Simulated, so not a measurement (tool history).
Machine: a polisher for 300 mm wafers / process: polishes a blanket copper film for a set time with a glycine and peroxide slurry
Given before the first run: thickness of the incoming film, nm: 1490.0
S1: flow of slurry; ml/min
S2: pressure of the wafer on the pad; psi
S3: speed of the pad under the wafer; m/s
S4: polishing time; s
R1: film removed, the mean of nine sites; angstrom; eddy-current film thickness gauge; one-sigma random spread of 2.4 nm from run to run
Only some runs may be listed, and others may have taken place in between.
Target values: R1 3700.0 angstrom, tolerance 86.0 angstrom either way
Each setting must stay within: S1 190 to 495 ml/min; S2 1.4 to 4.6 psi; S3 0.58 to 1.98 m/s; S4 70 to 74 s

Run 1, hour 0.0: S1 320 ml/min, S2 3.0 psi, S3 1.28 m/s, S4 70 s. Result: R1 4450.9 angstrom.
Run 2, hour 3.8: S1 285 ml/min, S2 3.0 psi, S3 1.28 m/s, S4 70 s. Result: R1 4408.5 angstrom.
Run 3, hour 5.0: S1 220 ml/min, S2 3.0 psi, S3 1.28 m/s, S4 70 s. Result: R1 4289.3 angstrom.
Run 4, hour 13.5: S1 220 ml/min, S2 3.0 psi, S3 1.54 m/s, S4 70 s. Result: R1 4788.3 angstrom.
Run 5, hour 17.5: S1 220 ml/min, S2 3.0 psi, S3 1.54 m/s, S4 70 s. Result: R1 4739.9 angstrom.
Run 6, hour 26.5: S1 190 ml/min, S2 3.0 psi, S3 1.54 m/s, S4 70 s. Result: R1 4736.1 angstrom.
Run 7, hour 29.6: S1 190 ml/min, S2 2.8 psi, S3 1.54 m/s, S4 70 s. Result: R1 4519.8 angstrom.
Run 8, hour 31.5: S1 190 ml/min, S2 2.6 psi, S3 1.54 m/s, S4 70 s. Result: R1 4272.5 angstrom.

Of the 5 settings listed for the next run, only one would bring every result within its allowed miss of target. Which one?
Run A, hour 33.4: S1 200 ml/min, S2 1.5 psi, S3 1.66 m/s, S4 71 s. Result: R1 ?.
Run B, hour 33.4: S1 190 ml/min, S2 2.8 psi, S3 1.74 m/s, S4 74 s. Result: R1 ?.
Run C, hour 33.4: S1 190 ml/min, S2 2.1 psi, S3 1.44 m/s, S4 71 s. Result: R1 ?.
Run D, hour 33.4: S1 190 ml/min, S2 2.3 psi, S3 1.48 m/s, S4 70 s. Result: R1 ?.
Run E, hour 33.4: S1 215 ml/min, S2 2.2 psi, S3 1.46 m/s, S4 72 s. Result: R1 ?.

move      R1
   A  3447.3
   B  5142.4
   C  3707.2
   D  3906.7
   E  3965.9
A: carries the result that was furthest off beyond its target, to the other side
B: its largest miss is bigger than the last run's
C: all results land within tolerance of their targets
D: closes in on the targets versus the last run, not all within tolerance yet
E: closes in on the targets versus the last run, not all within tolerance yet
Move C is the one to make.
